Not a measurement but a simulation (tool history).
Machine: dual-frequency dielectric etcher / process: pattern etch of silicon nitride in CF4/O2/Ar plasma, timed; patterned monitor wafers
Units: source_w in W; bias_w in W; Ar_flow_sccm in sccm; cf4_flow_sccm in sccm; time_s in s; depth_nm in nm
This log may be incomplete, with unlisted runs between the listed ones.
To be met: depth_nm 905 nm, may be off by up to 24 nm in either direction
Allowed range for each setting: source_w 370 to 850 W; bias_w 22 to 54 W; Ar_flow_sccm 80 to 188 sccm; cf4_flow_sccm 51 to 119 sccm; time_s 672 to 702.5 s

run	day	source_w	bias_w	Ar_flow_sccm	cf4_flow_sccm	time_s	depth_nm
1	0	610	38	134	85	672	1274.6
2	0.358	570	38	134	85	672	1204.6
3	0.383	570	38	157	85	672	1164.4
4	0.708	540	38	157	85	672	1108.3
5	0.992	540	43	157	85	672	1151.5
6	1.2	630	43	157	85	672	1327.2
7	1.575	630	43	157	85	672	1335.9
8	1.604	590	43	157	85	672	1258.2
9	1.829	560	43	157	85	672	1198.3
10	1.996	530	43	157	85	672	1134.4

Next run, 5 choices. One meets every target within its allowed miss, the rest don't. Which?
A	2.162	660	46	159	84	702.5	?
B	2.162	380	43	173	73	685	?
C	2.162	480	42	158	81	672	?
D	2.162	420	46	183	88	672	?
E	2.162	590	46	159	93	702.5	?

move	depth_nm
A	1480.1
B	813.71
C	1017
D	911.76
E	1352.4
A: moves away from the targets compared with the last run
B: takes the biggest miss from the last run beyond its target
C: moves toward the targets from the last run without getting all of them in spec
D: every result lands within tolerance
E: moves away from the targets compared with the last run
Correct choice: D, which meets every target

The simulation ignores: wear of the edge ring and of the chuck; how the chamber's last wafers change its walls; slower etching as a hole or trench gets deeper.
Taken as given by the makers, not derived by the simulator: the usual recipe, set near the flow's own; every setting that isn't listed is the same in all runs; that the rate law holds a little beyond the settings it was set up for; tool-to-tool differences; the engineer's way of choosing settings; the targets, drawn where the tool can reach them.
